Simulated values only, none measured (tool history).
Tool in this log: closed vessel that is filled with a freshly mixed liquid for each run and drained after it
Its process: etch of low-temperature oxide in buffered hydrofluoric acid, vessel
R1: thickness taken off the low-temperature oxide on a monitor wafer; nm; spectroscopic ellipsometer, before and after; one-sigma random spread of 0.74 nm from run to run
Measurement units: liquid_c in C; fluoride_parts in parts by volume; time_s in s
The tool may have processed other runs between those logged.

{"run": 1, "day": 0.0, "liquid_c": 24, "fluoride_parts": 18.5, "time_s": 100, "R1": 118.48}
{"run": 2, "day": 0.021, "liquid_c": 22.5, "fluoride_parts": 18.5, "time_s": 100, "R1": 110.53}
{"run": 3, "day": 0.304, "liquid_c": 21.5, "fluoride_parts": 19, "time_s": 100, "R1": 100.93}
{"run": 4, "day": 0.667, "liquid_c": 21.5, "fluoride_parts": 16, "time_s": 100, "R1": 120.54}
{"run": 5, "day": 0.938, "liquid_c": 19, "fluoride_parts": 16, "time_s": 100, "R1": 104.1}
{"run": 6, "day": 1.188, "liquid_c": 17, "fluoride_parts": 16, "time_s": 100, "R1": 94.127}
{"run": 7, "day": 1.258, "liquid_c": 17, "fluoride_parts": 16.5, "time_s": 100, "R1": 90.097}
{"run": 8, "day": 1.354, "liquid_c": 17, "fluoride_parts": 17, "time_s": 100, "R1": 88.402}

Forecast run 9:
{"run": 9, "day": 1.642, "liquid_c": 17, "fluoride_parts": 17.5, "time_s": 100, "R1": "?"}

For run 9 the tool returned R1 85.625 nm.
